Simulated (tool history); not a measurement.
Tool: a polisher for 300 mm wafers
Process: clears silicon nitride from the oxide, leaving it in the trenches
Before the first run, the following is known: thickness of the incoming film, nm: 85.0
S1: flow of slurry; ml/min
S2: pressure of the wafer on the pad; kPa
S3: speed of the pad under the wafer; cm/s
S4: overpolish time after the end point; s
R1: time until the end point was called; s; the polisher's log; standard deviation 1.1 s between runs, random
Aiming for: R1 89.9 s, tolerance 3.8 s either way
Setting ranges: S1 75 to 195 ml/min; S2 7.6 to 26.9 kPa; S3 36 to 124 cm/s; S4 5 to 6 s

| run | hour | S1 | S2 | S3 | S4 | R1 |
|---|---|---|---|---|---|---|
| 1 | 0 | 125 | 17.2 | 80 | 6 | 119.05 |
| 2 | 7.9 | 130 | 17.9 | 80 | 6 | 117.39 |
| 3 | 10.6 | 130 | 21.4 | 80 | 6 | 102.95 |
| 4 | 17.4 | 130 | 21.4 | 80 | 6 | 98.018 |
| 5 | 24.9 | 130 | 19.3 | 80 | 6 | 109.81 |
| 6 | 32.2 | 130 | 19.3 | 66 | 6 | 126.64 |
| 7 | 40.8 | 130 | 20.7 | 66 | 6 | 120.76 |
| 8 | 45.3 | 130 | 22.1 | 66 | 6 | 113.52 |
| 9 | 46.1 | 130 | 22.8 | 66 | 6 | 110.86 |
| 10 | 50.6 | 130 | 23.4 | 66 | 6 | 107.33 |
| 11 | 55.1 | 130 | 24.1 | 66 | 6 | 104.59 |

Consider the 4 candidate settings below. Which is the only one whose results all fall within their allowed miss of target?
| A | 59.6 | 140 | 26.9 | 58 | 6 | ? |
| B | 59.6 | 135 | 20.7 | 70 | 6 | ? |
| C | 59.6 | 135 | 24.1 | 78 | 6 | ? |
| D | 59.6 | 110 | 20 | 76 | 6 | ? |

| move | R1 |
|---|---|
| A | 101.8 |
| B | 112.6 |
| C | 89.844 |
| D | 112.21 |
A: gains on the last run, yet a result remains outside its allowed miss
B: moves away from the targets compared with the last run
C: hits every target within its allowed miss
D: moves away from the targets compared with the last run
C meets every target.
